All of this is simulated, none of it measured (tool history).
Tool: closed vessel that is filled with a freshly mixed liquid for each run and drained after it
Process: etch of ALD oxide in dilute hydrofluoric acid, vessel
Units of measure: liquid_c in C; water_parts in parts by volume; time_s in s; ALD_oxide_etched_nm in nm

run    day  liquid_c  water_parts  time_s  ALD_oxide_etched_nm
  1  0.000      23.0          290      40               2.4484
  2  0.146      23.0          245      40               3.0595
  3  0.258      22.0          260      40               2.7444
  4  0.583      21.5          270      40               2.5826
  5  0.729      21.5          270      30               1.9183
  6  1.088      21.0          270      30               1.8668
  7  1.171      20.5          270      30               1.8419

Run 8 has not been measured yet. What should we expect?
  8  1.392      17.0          275      30                    ?

ALD_oxide_etched_nm: 1.5659 nm

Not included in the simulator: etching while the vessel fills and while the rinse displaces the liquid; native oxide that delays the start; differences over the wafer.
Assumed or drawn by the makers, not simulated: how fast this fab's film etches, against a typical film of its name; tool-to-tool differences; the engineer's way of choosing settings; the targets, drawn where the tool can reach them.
